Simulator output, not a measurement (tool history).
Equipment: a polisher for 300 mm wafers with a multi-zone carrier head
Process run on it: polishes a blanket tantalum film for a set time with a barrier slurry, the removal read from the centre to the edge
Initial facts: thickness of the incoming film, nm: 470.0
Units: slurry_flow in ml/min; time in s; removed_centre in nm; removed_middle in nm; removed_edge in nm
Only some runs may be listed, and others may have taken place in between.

run    day  slurry_flow  centre_zone  middle_zone  edge_zone  slurry_solids  time  removed_centre  removed_middle  removed_edge
  1  0.000          180         1.00         1.00       1.00           1.00    85         121.110         118.050       118.010
  2  0.212          170         1.01         0.98       0.97           1.00    85         122.500         114.960       115.920
  3  0.554          160         1.01         0.97       0.94           0.95    85         121.650         112.550       112.310
  4  0.646          155         1.01         0.96       0.92           0.90    85         117.280         107.940       108.570
  5  0.896          155         1.01         0.96       0.92           0.90    70          96.631          87.958        90.668
  6  1.071          175         1.03         0.97       0.94           0.90    70         100.330          91.151        93.390
  7  1.383          190         1.05         0.97       0.95           0.90    70         102.840          93.007        93.768
  8  1.562          200         1.07         0.97       0.97           0.90    70         105.990          91.258        94.537
  9  1.617          210         1.08         0.98       0.99           0.90    70         109.460          93.990        95.729
 10  1.962          220         1.09         0.99       1.01           0.90    70         109.230          96.390        96.672

What will run 11 give?
 11  1.983          225         1.10         0.99       1.03           0.90    70               ?               ?             ?

Run 11 measured removed_centre 111.690 nm, removed_middle 95.629 nm, removed_edge 98.243 nm.
